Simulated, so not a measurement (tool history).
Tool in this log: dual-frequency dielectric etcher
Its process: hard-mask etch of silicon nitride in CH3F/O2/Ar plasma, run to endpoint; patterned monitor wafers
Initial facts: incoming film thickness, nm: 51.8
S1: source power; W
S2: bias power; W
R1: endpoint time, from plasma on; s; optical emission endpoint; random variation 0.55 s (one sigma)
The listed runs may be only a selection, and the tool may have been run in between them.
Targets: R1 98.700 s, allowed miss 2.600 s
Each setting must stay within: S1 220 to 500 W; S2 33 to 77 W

run,hour,S1,S2,R1
1,0.0,360,55,84.049
2,7.9,330,53,88.088
3,11.8,360,53,85.622
4,12.4,330,51,88.963
5,18.7,330,58,84.899
6,20.0,330,52,88.554
7,25.6,310,51,90.182
8,32.0,290,49,92.587
9,35.3,280,48,92.847

Pick the move, out of 4, that brings all results within their allowed miss; only one does.
A,38.6,350,41,?
B,38.6,260,43,?
C,38.6,310,48,?
D,38.6,290,49,?

move,R1
A,93.842
B,99.641
C,92.233
D,93.155
A: closes in on the targets versus the last run, not all within tolerance yet
B: every result within its allowed miss
C: moves away from the targets compared with the last run
D: closes in on the targets versus the last run, not all within tolerance yet
The move that meets every target is B.
